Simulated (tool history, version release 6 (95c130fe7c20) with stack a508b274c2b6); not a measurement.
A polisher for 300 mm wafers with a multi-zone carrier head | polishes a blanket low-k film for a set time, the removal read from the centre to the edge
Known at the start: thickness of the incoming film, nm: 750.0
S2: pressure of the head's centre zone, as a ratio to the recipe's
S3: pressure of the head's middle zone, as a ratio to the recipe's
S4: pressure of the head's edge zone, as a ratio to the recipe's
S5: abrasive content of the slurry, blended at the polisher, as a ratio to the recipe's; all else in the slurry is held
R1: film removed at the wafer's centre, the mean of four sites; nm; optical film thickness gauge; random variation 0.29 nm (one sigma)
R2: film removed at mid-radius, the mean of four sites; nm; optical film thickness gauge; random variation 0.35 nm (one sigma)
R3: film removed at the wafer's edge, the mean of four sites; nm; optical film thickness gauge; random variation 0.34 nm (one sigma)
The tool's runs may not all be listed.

{"run": 1, "hour": 0.0, "flow of slurry (ml/min)": 245, "S2": 1, "S3": 1, "S4": 1, "S5": 1, "polishing time (s)": 57, "R1": 23.543, "R2": 23.245, "R3": 23.97}
{"run": 2, "hour": 4.3, "flow of slurry (ml/min)": 245, "S2": 1, "S3": 1, "S4": 1, "S5": 1, "polishing time (s)": 44, "R1": 17.969, "R2": 18.067, "R3": 18.897}
{"run": 3, "hour": 7.9, "flow of slurry (ml/min)": 245, "S2": 0.93, "S3": 1, "S4": 1, "S5": 1, "polishing time (s)": 44, "R1": 17.327, "R2": 18.597, "R3": 18.685}
{"run": 4, "hour": 14.8, "flow of slurry (ml/min)": 245, "S2": 0.95, "S3": 1, "S4": 1.02, "S5": 1.05, "polishing time (s)": 45, "R1": 18.402, "R2": 19.658, "R3": 19.657}
{"run": 5, "hour": 16.1, "flow of slurry (ml/min)": 240, "S2": 0.95, "S3": 0.98, "S4": 1.04, "S5": 1.1, "polishing time (s)": 46, "R1": 19.355, "R2": 20.172, "R3": 21.11}
{"run": 6, "hour": 23.6, "flow of slurry (ml/min)": 240, "S2": 0.92, "S3": 0.98, "S4": 1.04, "S5": 1.1, "polishing time (s)": 46, "R1": 18.404, "R2": 19.991, "R3": 21.333}
{"run": 7, "hour": 27.4, "flow of slurry (ml/min)": 240, "S2": 0.94, "S3": 0.98, "S4": 1.05, "S5": 1.15, "polishing time (s)": 47, "R1": 19.831, "R2": 20.975, "R3": 22.704}
{"run": 8, "hour": 28.8, "flow of slurry (ml/min)": 245, "S2": 0.96, "S3": 0.99, "S4": 1.06, "S5": 1.2, "polishing time (s)": 47, "R1": 21.186, "R2": 21.639, "R3": 23.49}
{"run": 9, "hour": 36.8, "flow of slurry (ml/min)": 245, "S2": 0.97, "S3": 1, "S4": 1.07, "S5": 1.25, "polishing time (s)": 47, "R1": 21.43, "R2": 22.743, "R3": 23.834}

Run 10 comes next. What will it give?
{"run": 10, "hour": 37.6, "flow of slurry (ml/min)": 245, "S2": 0.98, "S3": 1, "S4": 1.08, "S5": 1.3, "polishing time (s)": 47, "R1": "?", "R2": "?", "R3": "?"}

Run 10 gave R1 22.148 nm, R2 22.801 nm, R3 24.283 nm.
